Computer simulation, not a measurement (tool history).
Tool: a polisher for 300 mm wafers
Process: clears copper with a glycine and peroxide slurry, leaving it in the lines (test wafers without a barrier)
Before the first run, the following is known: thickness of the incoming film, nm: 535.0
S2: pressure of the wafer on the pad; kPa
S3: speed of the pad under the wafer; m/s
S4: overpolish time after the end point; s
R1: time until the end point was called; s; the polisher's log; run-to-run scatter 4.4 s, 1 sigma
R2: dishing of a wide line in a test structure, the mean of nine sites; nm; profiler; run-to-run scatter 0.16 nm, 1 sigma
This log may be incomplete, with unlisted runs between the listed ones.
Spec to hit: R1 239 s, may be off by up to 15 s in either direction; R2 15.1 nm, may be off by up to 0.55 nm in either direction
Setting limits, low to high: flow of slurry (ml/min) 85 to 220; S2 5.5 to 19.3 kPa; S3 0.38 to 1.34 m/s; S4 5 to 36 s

run 1 hour=0 | flow_of_slurry_(ml/min)=140 S2=12.4 S3=0.86 S4=18 | R1=168.16 R2=35.207
run 2 hour=8.9 | flow_of_slurry_(ml/min)=140 S2=12.4 S3=0.86 S4=21 | R1=164.84 R2=41.981
run 3 hour=11.1 | flow_of_slurry_(ml/min)=145 S2=12.4 S3=0.8 S4=19 | R1=175.46 R2=36.268
run 4 hour=15.3 | flow_of_slurry_(ml/min)=145 S2=11 S3=0.8 S4=19 | R1=188.12 R2=34.441
run 5 hour=15.8 | flow_of_slurry_(ml/min)=145 S2=12.4 S3=0.8 S4=19 | R1=168.51 R2=37.057
run 6 hour=20.7 | flow_of_slurry_(ml/min)=150 S2=11.7 S3=0.74 S4=17 | R1=190.15 R2=30.279
run 7 hour=23.9 | flow_of_slurry_(ml/min)=165 S2=10.3 S3=0.6 S4=8 | R1=225.06 R2=13.118
run 8 hour=32.6 | flow_of_slurry_(ml/min)=160 S2=10.3 S3=0.6 S4=8 | R1=215.11 R2=12.958
run 9 hour=40.6 | flow_of_slurry_(ml/min)=160 S2=10.3 S3=0.6 S4=9 | R1=212.62 R2=14.673
run 10 hour=43 | flow_of_slurry_(ml/min)=160 S2=9.7 S3=0.6 S4=9 | R1=231.63 R2=14.18

Of the 5 settings listed for the next run, only one would bring every result within its allowed miss of target. Which one?
run A hour=45.4 | flow_of_slurry_(ml/min)=165 S2=9 S3=0.62 S4=10 | R1=? R2=?
run B hour=45.4 | flow_of_slurry_(ml/min)=160 S2=11 S3=0.6 S4=8 | R1=? R2=?
run C hour=45.4 | flow_of_slurry_(ml/min)=150 S2=8.3 S3=0.64 S4=9 | R1=? R2=?
run D hour=45.4 | flow_of_slurry_(ml/min)=185 S2=11.7 S3=0.46 S4=8 | R1=? R2=?
run E hour=45.4 | flow_of_slurry_(ml/min)=200 S2=9.7 S3=0.52 S4=9 | R1=? R2=?

move=A R1=228.17 R2=15.54
move=B R1=208.38 R2=13.705
move=C R1=237.89 R2=13.483
move=D R1=222.93 R2=12.872
move=E R1=231.25 R2=13.895
A: every result lands within tolerance
B: its largest miss is bigger than the last run's
C: its largest miss is bigger than the last run's
D: its largest miss is bigger than the last run's
E: its largest miss is bigger than the last run's
So the answer is move A, the one that meets all the targets.
